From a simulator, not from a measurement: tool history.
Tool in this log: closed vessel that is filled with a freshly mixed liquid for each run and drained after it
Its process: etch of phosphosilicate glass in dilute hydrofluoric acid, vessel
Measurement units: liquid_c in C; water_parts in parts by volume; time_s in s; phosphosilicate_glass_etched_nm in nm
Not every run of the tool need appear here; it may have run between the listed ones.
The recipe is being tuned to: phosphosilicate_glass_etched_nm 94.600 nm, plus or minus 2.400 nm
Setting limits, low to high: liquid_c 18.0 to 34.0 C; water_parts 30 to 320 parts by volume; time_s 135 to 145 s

run  hour  liquid_c  water_parts  time_s  phosphosilicate_glass_etched_nm
  1   0.0      26.0          175     135                           61.937
  2   2.7      27.5          170     135                           67.877
  3   8.1      27.5          215     135                           51.392
  4  17.4      29.5          215     135                           55.588
  5  18.7      29.5          265     135                           42.447
  6  27.2      26.5          265     135                           38.510
  7  28.4      28.0          235     135                           47.091
  8  34.2      32.0          165     135                           83.918
  9  37.5      32.5          165     135                           84.849
 10  42.3      33.0          165     135                           85.715
 11  50.4      33.0          160     135                           89.824
 12  57.6      33.5          160     135                           90.445

Exactly one of the 5 candidate moves below puts every result within its allowed miss. Which one?
  A  64.8      34.0          160     145                                ?
  B  64.8      31.5          165     145                                ?
  C  64.8      34.0          155     140                                ?
  D  64.8      33.5          160     140                                ?
  E  64.8      33.5          170     135                                ?

move  phosphosilicate_glass_etched_nm
   A                           99.537
   B                           87.929
   C                           99.909
   D                           94.472
   E                           84.560
A: carries the result that was furthest off beyond its target, to the other side
B: further off than the last run
C: carries the result that was furthest off beyond its target, to the other side
D: every result lands within tolerance
E: further off than the last run
Move D is the one to make.

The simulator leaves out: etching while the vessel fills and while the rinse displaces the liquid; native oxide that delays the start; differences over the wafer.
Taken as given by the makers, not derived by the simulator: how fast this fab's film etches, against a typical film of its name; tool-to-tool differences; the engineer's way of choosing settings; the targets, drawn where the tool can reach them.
